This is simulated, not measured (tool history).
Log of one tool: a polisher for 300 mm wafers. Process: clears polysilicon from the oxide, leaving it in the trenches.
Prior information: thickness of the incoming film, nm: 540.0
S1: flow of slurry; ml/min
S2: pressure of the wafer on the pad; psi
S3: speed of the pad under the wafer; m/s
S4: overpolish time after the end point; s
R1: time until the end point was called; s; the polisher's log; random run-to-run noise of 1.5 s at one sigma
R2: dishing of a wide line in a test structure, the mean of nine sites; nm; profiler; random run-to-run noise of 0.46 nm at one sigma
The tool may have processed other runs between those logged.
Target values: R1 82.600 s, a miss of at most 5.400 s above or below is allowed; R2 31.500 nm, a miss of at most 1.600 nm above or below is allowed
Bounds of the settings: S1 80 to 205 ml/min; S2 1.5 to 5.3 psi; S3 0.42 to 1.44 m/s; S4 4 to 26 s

Run 1, hour 0.0: S1 135 ml/min, S2 3.4 psi, S3 0.92 m/s, S4 13 s. Result: R1 39.374 s, R2 32.181 nm.
Run 2, hour 6.4: S1 135 ml/min, S2 3.4 psi, S3 0.92 m/s, S4 8 s. Result: R1 40.108 s, R2 30.968 nm.
Run 3, hour 8.0: S1 135 ml/min, S2 3.4 psi, S3 0.92 m/s, S4 4 s. Result: R1 40.586 s, R2 25.608 nm.
Run 4, hour 13.3: S1 135 ml/min, S2 3.4 psi, S3 0.92 m/s, S4 6 s. Result: R1 39.378 s, R2 28.957 nm.
Run 5, hour 15.1: S1 135 ml/min, S2 3.4 psi, S3 0.92 m/s, S4 11 s. Result: R1 39.531 s, R2 31.441 nm.
Run 6, hour 15.8: S1 135 ml/min, S2 3.2 psi, S3 0.90 m/s, S4 11 s. Result: R1 42.647 s, R2 30.742 nm.
Run 7, hour 17.1: S1 135 ml/min, S2 3.0 psi, S3 0.88 m/s, S4 12 s. Result: R1 46.948 s, R2 32.098 nm.
Run 8, hour 18.8: S1 135 ml/min, S2 2.8 psi, S3 0.86 m/s, S4 12 s. Result: R1 51.308 s, R2 31.890 nm.
Run 9, hour 25.2: S1 130 ml/min, S2 1.8 psi, S3 0.76 m/s, S4 14 s. Result: R1 88.791 s, R2 28.847 nm.

Exercise: of the 4 proposed moves below, exactly one satisfies all targets within the stated allowed misses. Which move is it?
Run A, hour 31.6: S1 125 ml/min, S2 1.5 psi, S3 0.80 m/s, S4 11 s. Result: R1 ?, R2 ?.
Run B, hour 31.6: S1 135 ml/min, S2 1.7 psi, S3 0.84 m/s, S4 18 s. Result: R1 ?, R2 ?.
Run C, hour 31.6: S1 145 ml/min, S2 2.0 psi, S3 0.86 m/s, S4 17 s. Result: R1 ?, R2 ?.
Run D, hour 31.6: S1 135 ml/min, S2 1.8 psi, S3 0.66 m/s, S4 13 s. Result: R1 ?, R2 ?.

move       R1      R2
   A  101.610  27.458
   B   85.244  31.558
   C   70.711  31.885
   D  101.130  28.922
A: lands further from the targets than the last run did
B: all results land within tolerance of their targets
C: gets the furthest-off result to its target, but another result is out of tolerance
D: lands further from the targets than the last run did
Correct choice: B, which meets every target

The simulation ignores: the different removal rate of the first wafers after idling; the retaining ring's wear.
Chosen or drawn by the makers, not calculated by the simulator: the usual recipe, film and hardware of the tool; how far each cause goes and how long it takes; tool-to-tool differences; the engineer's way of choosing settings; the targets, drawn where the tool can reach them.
